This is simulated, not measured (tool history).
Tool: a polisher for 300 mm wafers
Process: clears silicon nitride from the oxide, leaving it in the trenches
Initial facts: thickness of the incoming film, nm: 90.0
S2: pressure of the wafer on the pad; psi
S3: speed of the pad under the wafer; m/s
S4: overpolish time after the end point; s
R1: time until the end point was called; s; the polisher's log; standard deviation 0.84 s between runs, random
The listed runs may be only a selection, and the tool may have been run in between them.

Run 1, hour 0.0: flow of slurry (ml/min) 130, S2 3.0 psi, S3 1.06 m/s, S4 32 s. Result: R1 95.378 s.
Run 2, hour 7.0: flow of slurry (ml/min) 130, S2 2.6 psi, S3 1.06 m/s, S4 32 s. Result: R1 103.190 s.
Run 3, hour 15.7: flow of slurry (ml/min) 130, S2 2.9 psi, S3 1.08 m/s, S4 32 s. Result: R1 93.934 s.
Run 4, hour 23.8: flow of slurry (ml/min) 130, S2 3.1 psi, S3 1.08 m/s, S4 32 s. Result: R1 90.948 s.
Run 5, hour 29.0: flow of slurry (ml/min) 130, S2 3.3 psi, S3 1.08 m/s, S4 32 s. Result: R1 90.476 s.
Run 6, hour 33.1: flow of slurry (ml/min) 130, S2 3.5 psi, S3 1.10 m/s, S4 32 s. Result: R1 83.824 s.
Run 7, hour 37.1: flow of slurry (ml/min) 130, S2 3.7 psi, S3 1.10 m/s, S4 32 s. Result: R1 81.449 s.
Run 8, hour 45.7: flow of slurry (ml/min) 130, S2 3.8 psi, S3 1.10 m/s, S4 32 s. Result: R1 78.820 s.
Run 9, hour 50.9: flow of slurry (ml/min) 130, S2 3.9 psi, S3 1.10 m/s, S4 32 s. Result: R1 78.983 s.
Run 10, hour 55.0: flow of slurry (ml/min) 130, S2 4.0 psi, S3 1.10 m/s, S4 32 s. Result: R1 77.322 s.
Run 11, hour 59.9: flow of slurry (ml/min) 130, S2 4.1 psi, S3 1.10 m/s, S4 32 s. Result: R1 76.189 s.

What will run 12 give?
Run 12, hour 63.5: flow of slurry (ml/min) 130, S2 4.2 psi, S3 1.10 m/s, S4 32 s. Result: R1 ?.

For run 12 the tool returned R1 74.299 s.
